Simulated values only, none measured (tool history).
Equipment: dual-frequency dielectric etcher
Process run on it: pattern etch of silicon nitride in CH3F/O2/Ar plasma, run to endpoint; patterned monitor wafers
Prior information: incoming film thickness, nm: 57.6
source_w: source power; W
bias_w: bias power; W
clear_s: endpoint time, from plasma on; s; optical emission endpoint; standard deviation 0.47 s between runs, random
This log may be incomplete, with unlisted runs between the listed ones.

run	hour	source_w	bias_w	clear_s
1	0.0	510	56	89.371
2	0.6	490	56	90.544
3	1.8	490	64	87.553
4	4.2	530	64	84.165
5	11.1	600	64	78.730
6	12.7	600	56	83.291
7	14.7	570	55	85.373
8	15.8	540	55	87.223
9	16.9	520	55	89.393
10	20.7	500	55	91.014

Run 11, settings as shown, results not yet in. Your forecast:
11	27.0	410	53	?

For run 11 the tool returned clear_s 100.460 s.

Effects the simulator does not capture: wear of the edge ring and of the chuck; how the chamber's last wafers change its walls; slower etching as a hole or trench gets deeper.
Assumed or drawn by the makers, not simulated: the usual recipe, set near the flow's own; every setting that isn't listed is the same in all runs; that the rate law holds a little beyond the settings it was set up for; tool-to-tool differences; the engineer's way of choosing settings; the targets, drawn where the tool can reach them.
